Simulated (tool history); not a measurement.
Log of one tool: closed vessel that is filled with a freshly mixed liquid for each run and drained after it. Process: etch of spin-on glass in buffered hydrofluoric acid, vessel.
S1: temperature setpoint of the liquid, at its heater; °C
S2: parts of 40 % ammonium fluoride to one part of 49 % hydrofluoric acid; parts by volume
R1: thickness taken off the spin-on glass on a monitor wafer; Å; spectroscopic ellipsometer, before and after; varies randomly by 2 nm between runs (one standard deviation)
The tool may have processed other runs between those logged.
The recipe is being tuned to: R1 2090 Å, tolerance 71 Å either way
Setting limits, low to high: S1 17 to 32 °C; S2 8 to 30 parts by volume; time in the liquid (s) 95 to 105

run 1 hour=0 | S1=24 S2=22.5 time_in_the_liquid_(s)=95 | R1=1361.7
run 2 hour=1.7 | S1=24 S2=22.5 time_in_the_liquid_(s)=95 | R1=1347.1
run 3 hour=4.8 | S1=25.5 S2=22.5 time_in_the_liquid_(s)=95 | R1=1467.4
run 4 hour=5.8 | S1=26.5 S2=22.5 time_in_the_liquid_(s)=95 | R1=1574.9
run 5 hour=12.3 | S1=27 S2=22.5 time_in_the_liquid_(s)=95 | R1=1589.5
run 6 hour=13.6 | S1=28 S2=22.5 time_in_the_liquid_(s)=95 | R1=1694.6
run 7 hour=21.3 | S1=28.5 S2=22.5 time_in_the_liquid_(s)=95 | R1=1732.5
run 8 hour=25 | S1=29 S2=22.5 time_in_the_liquid_(s)=95 | R1=1765.4
run 9 hour=33.5 | S1=29.5 S2=22.5 time_in_the_liquid_(s)=95 | R1=1853.3
run 10 hour=34.2 | S1=30 S2=22.5 time_in_the_liquid_(s)=95 | R1=1896.7
run 11 hour=40 | S1=30.5 S2=22.5 time_in_the_liquid_(s)=95 | R1=1927.9

Consider the 5 candidate settings below. Which is the only one whose results all fall within their allowed miss of target?
run A hour=45.8 | S1=31.5 S2=19.5 time_in_the_liquid_(s)=95 | R1=?
run B hour=45.8 | S1=29.5 S2=24 time_in_the_liquid_(s)=95 | R1=?
run C hour=45.8 | S1=31.5 S2=23 time_in_the_liquid_(s)=100 | R1=?
run D hour=45.8 | S1=28 S2=22 time_in_the_liquid_(s)=105 | R1=?
run E hour=45.8 | S1=31 S2=22.5 time_in_the_liquid_(s)=95 | R1=?

move=A R1=2245.9
move=B R1=1740.8
move=C R1=2096.5
move=D R1=1885.3
move=E R1=1969.3
A: carries the result that was furthest off beyond its target, to the other side
B: lands further from the targets than the last run did
C: every result lands within tolerance
D: lands further from the targets than the last run did
E: nearer than the last run, and not there yet
C is the move that brings every result within its allowed miss.
